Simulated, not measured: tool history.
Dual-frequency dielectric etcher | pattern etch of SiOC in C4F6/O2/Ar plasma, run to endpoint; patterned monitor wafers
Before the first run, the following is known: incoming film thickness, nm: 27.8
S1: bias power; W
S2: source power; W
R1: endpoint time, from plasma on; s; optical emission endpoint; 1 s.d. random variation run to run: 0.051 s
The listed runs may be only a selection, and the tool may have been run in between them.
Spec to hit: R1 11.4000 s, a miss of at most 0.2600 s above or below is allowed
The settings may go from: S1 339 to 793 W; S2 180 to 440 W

run 1 hour=0.0 | S1=566 S2=310 | R1=9.6261
run 2 hour=2.3 | S1=468 S2=310 | R1=10.4290
run 3 hour=3.4 | S1=552 S2=310 | R1=9.7740
run 4 hour=6.7 | S1=532 S2=310 | R1=9.8673
run 5 hour=14.2 | S1=621 S2=310 | R1=9.2589
run 6 hour=21.8 | S1=554 S2=310 | R1=9.6971
run 7 hour=29.1 | S1=533 S2=310 | R1=9.8766
run 8 hour=33.5 | S1=514 S2=310 | R1=9.9642
run 9 hour=37.6 | S1=496 S2=310 | R1=10.0750
run 10 hour=43.2 | S1=480 S2=310 | R1=10.2880
run 11 hour=50.1 | S1=467 S2=310 | R1=10.3640
run 12 hour=56.8 | S1=454 S2=310 | R1=10.5100

5 candidate next runs follow, results not yet known. Just one meets every target within its allowed miss. Identify it.
run A hour=63.5 | S1=488 S2=360 | R1=?
run B hour=63.5 | S1=461 S2=360 | R1=?
run C hour=63.5 | S1=461 S2=340 | R1=?
run D hour=63.5 | S1=438 S2=320 | R1=?
run E hour=63.5 | S1=421 S2=280 | R1=?

move=A R1=9.3933
move=B R1=9.6001
move=C R1=9.9073
move=D R1=10.4570
move=E R1=11.5040
A: its largest miss is bigger than the last run's
B: its largest miss is bigger than the last run's
C: its largest miss is bigger than the last run's
D: its largest miss is bigger than the last run's
E: every result lands within tolerance
Go with E: it meets all targets.

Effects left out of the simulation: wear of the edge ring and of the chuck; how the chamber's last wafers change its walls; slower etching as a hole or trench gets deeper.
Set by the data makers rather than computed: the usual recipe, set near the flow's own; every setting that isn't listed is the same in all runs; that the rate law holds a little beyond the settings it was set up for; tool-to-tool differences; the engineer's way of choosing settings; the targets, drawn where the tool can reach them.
